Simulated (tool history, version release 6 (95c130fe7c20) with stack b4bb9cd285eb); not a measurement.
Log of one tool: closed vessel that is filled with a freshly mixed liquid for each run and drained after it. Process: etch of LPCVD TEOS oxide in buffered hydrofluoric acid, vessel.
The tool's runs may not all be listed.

run,hour,temperature setpoint of the liquid (C),parts of 40 % ammonium fluoride to one part of 49 % hydrofluoric acid (parts by volume),time in the liquid (s),thickness taken off the LPCVD TEOS oxide on a monitor wafer (Å)
1,0.0,21.0,11.5,100,4325.1
2,7.2,21.0,11.5,105,4543.5
3,14.3,21.0,9.5,105,5326.2
4,20.7,21.0,9.5,100,5076.8
5,28.1,21.0,9.5,105,5342.2
6,35.8,22.5,9.5,105,5887.4

Run 7 comes next. What will it give?
7,40.0,23.5,9.5,105,?

Run 7 gave thickness taken off the LPCVD TEOS oxide on a monitor wafer (Å) 6131.6.
